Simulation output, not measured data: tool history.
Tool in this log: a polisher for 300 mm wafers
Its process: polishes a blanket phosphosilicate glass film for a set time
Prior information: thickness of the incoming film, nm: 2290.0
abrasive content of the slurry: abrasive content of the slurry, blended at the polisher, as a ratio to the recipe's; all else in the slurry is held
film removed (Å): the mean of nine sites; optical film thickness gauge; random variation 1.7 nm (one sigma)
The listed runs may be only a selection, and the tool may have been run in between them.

| run | hour | flow of slurry (ml/min) | pressure of the wafer on the pad (psi) | speed of the pad under the wafer (m/s) | abrasive content of the slurry | polishing time (s) | film removed (Å) |
|---|---|---|---|---|---|---|---|
| 1 | 0 | 245 | 2.2 | 1.22 | 1 | 48 | 2945.3 |
| 2 | 3.8 | 245 | 2.2 | 1.5 | 1 | 48 | 3503.7 |
| 3 | 11.5 | 185 | 2.2 | 1.5 | 1 | 48 | 3364.6 |
| 4 | 14 | 185 | 2.2 | 1.5 | 1 | 43 | 3017.1 |
| 5 | 15.1 | 185 | 2.2 | 1.5 | 0.9 | 43 | 2961.2 |
| 6 | 18.3 | 180 | 2 | 1.42 | 0.9 | 43 | 2461.5 |
| 7 | 26.7 | 180 | 1.8 | 1.4 | 0.9 | 43 | 2283 |
| 8 | 31.2 | 175 | 1.6 | 1.34 | 0.9 | 43 | 1904.1 |

Expected results for the next run?
| 9 | 35.4 | 170 | 1 | 1.28 | 0.9 | 43 | ? |

Logged for run 9: film removed (Å) 1195.7.

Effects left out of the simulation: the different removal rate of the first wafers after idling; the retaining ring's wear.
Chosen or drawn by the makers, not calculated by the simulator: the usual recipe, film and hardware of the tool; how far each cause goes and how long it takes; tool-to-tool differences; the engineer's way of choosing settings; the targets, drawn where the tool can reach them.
